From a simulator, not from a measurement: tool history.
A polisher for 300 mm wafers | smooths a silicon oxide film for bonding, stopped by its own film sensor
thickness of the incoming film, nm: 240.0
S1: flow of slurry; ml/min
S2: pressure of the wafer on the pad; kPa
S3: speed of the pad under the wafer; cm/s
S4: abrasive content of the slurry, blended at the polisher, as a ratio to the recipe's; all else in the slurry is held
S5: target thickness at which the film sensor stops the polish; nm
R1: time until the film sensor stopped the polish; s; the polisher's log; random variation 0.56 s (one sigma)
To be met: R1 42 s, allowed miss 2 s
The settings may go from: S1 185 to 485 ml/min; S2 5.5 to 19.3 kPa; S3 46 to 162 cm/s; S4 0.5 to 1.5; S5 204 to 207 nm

run,hour,S1,S2,S3,S4,S5,R1
1,0,310,12.4,104,1,204,69.481
2,0.9,310,14.5,104,1,204,59.762
3,2.3,340,14.5,104,1,204,59.562
4,9.4,340,15.2,104,1,204,55.481
5,11.7,340,15.2,104,0.8,204,63.732
6,15,340,15.9,106,0.8,204,60.234
7,18.5,340,16.5,108,0.8,204,55.544
8,23.3,340,17.2,110,0.8,204,53.145
9,29.3,340,17.9,112,0.8,204,50.775
10,34.2,340,17.9,114,0.8,204,51.701
11,41,340,17.9,118,0.8,204,49.686

Which of these 4 next moves meets every target?
A,47.8,345,19.3,140,0.8,206,?
B,47.8,315,19.3,140,0.65,207,?
C,47.8,470,19.3,122,0.95,206,?
D,47.8,335,18.6,124,0.7,205,?

move,R1
A,38.501
B,42.271
C,38.141
D,48.275
A: takes the result that was furthest off past its target
B: meets every target
C: takes the result that was furthest off past its target
D: nearer than the last run, and not there yet
Answer: B
